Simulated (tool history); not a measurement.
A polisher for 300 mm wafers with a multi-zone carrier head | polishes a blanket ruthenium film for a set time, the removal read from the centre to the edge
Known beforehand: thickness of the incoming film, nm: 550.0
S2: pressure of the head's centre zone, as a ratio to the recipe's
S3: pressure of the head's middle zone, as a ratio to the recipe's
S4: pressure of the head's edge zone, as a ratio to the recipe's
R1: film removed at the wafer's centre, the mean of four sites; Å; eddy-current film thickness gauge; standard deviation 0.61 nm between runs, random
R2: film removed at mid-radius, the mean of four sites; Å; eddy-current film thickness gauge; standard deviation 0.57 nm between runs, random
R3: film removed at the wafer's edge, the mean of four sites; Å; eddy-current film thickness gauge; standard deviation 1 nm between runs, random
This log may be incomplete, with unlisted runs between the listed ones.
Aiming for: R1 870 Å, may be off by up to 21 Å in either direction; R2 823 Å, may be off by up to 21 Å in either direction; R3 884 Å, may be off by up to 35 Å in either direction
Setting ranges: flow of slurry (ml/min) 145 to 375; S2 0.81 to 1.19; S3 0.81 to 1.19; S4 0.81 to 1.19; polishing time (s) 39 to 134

Run 1, hour 0: flow of slurry (ml/min) 240, S2 1, S3 1, S4 1, polishing time (s) 86. Result: R1 1060 Å, R2 1107.8 Å, R3 1103 Å.
Run 2, hour 2.3: flow of slurry (ml/min) 240, S2 1, S3 1, S4 0.93, polishing time (s) 86. Result: R1 1077.3 Å, R2 1109.8 Å, R3 1084 Å.
Run 3, hour 10.2: flow of slurry (ml/min) 200, S2 1, S3 1, S4 0.93, polishing time (s) 86. Result: R1 1059.6 Å, R2 1080.5 Å, R3 1077 Å.
Run 4, hour 18: flow of slurry (ml/min) 200, S2 1, S3 0.93, S4 0.93, polishing time (s) 86. Result: R1 1053.6 Å, R2 1023.6 Å, R3 1058.3 Å.
Run 5, hour 26.3: flow of slurry (ml/min) 200, S2 1, S3 0.93, S4 0.93, polishing time (s) 102. Result: R1 1253.4 Å, R2 1214.6 Å, R3 1248.9 Å.
Run 6, hour 34.3: flow of slurry (ml/min) 200, S2 0.98, S3 0.9, S4 0.9, polishing time (s) 93. Result: R1 1112.4 Å, R2 1081.7 Å, R3 1146.6 Å.
Run 7, hour 39.8: flow of slurry (ml/min) 190, S2 1, S3 0.88, S4 0.85, polishing time (s) 69. Result: R1 834.27 Å, R2 784.02 Å, R3 823.41 Å.
Run 8, hour 45.3: flow of slurry (ml/min) 205, S2 1, S3 0.88, S4 0.88, polishing time (s) 69. Result: R1 851.7 Å, R2 787.78 Å, R3 842.7 Å.
Run 9, hour 47.5: flow of slurry (ml/min) 215, S2 1, S3 0.89, S4 0.9, polishing time (s) 69. Result: R1 839.1 Å, R2 802.36 Å, R3 827.12 Å.

5 candidate next runs follow, results not yet known. Just one meets every target within its allowed miss. Identify it.
Run A, hour 49.7: flow of slurry (ml/min) 225, S2 0.93, S3 0.93, S4 0.99, polishing time (s) 69. Result: R1 ?, R2 ?, R3 ?.
Run B, hour 49.7: flow of slurry (ml/min) 190, S2 1.12, S3 0.98, S4 0.99, polishing time (s) 62. Result: R1 ?, R2 ?, R3 ?.
Run C, hour 49.7: flow of slurry (ml/min) 260, S2 1, S3 0.96, S4 0.86, polishing time (s) 65. Result: R1 ?, R2 ?, R3 ?.
Run D, hour 49.7: flow of slurry (ml/min) 360, S2 1, S3 0.89, S4 0.96, polishing time (s) 67. Result: R1 ?, R2 ?, R3 ?.
Run E, hour 49.7: flow of slurry (ml/min) 230, S2 0.95, S3 0.86, S4 0.9, polishing time (s) 68. Result: R1 ?, R2 ?, R3 ?.

move      R1      R2      R3
   A  789.36  833.95  880.53
   B   836.6  766.58  778.92
   C  814.01  819.07  785.66
   D  865.89  815.69  871.66
   E  796.56  772.15  832.09
A: gets the furthest-off result to its target, but another result is out of tolerance
B: moves away from the targets compared with the last run
C: moves away from the targets compared with the last run
D: all results in spec
E: moves away from the targets compared with the last run
So the answer is move D, the one that meets all the targets.
